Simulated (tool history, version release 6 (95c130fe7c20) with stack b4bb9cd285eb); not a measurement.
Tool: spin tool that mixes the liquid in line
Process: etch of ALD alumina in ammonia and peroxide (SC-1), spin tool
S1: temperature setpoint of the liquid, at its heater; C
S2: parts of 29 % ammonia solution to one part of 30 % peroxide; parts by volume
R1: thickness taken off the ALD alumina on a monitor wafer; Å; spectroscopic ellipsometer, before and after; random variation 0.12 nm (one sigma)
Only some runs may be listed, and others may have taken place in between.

{"run": 1, "hour": 0.0, "S1": 48.0, "S2": 0.45, "time under the liquid (s)": 310, "R1": 154.32}
{"run": 2, "hour": 4.3, "S1": 48.0, "S2": 0.55, "time under the liquid (s)": 310, "R1": 158.48}
{"run": 3, "hour": 10.2, "S1": 42.0, "S2": 0.55, "time under the liquid (s)": 310, "R1": 111.7}
{"run": 4, "hour": 12.6, "S1": 47.0, "S2": 0.55, "time under the liquid (s)": 310, "R1": 148.99}
{"run": 5, "hour": 19.0, "S1": 50.5, "S2": 0.55, "time under the liquid (s)": 310, "R1": 180.25}
{"run": 6, "hour": 21.3, "S1": 57.5, "S2": 0.55, "time under the liquid (s)": 310, "R1": 262.69}
{"run": 7, "hour": 25.0, "S1": 58.0, "S2": 0.55, "time under the liquid (s)": 310, "R1": 268.56}

Run 8, settings as shown, results not yet in. Your forecast:
{"run": 8, "hour": 28.4, "S1": 58.5, "S2": 0.55, "time under the liquid (s)": 310, "R1": "?"}

R1: 279.21 Å

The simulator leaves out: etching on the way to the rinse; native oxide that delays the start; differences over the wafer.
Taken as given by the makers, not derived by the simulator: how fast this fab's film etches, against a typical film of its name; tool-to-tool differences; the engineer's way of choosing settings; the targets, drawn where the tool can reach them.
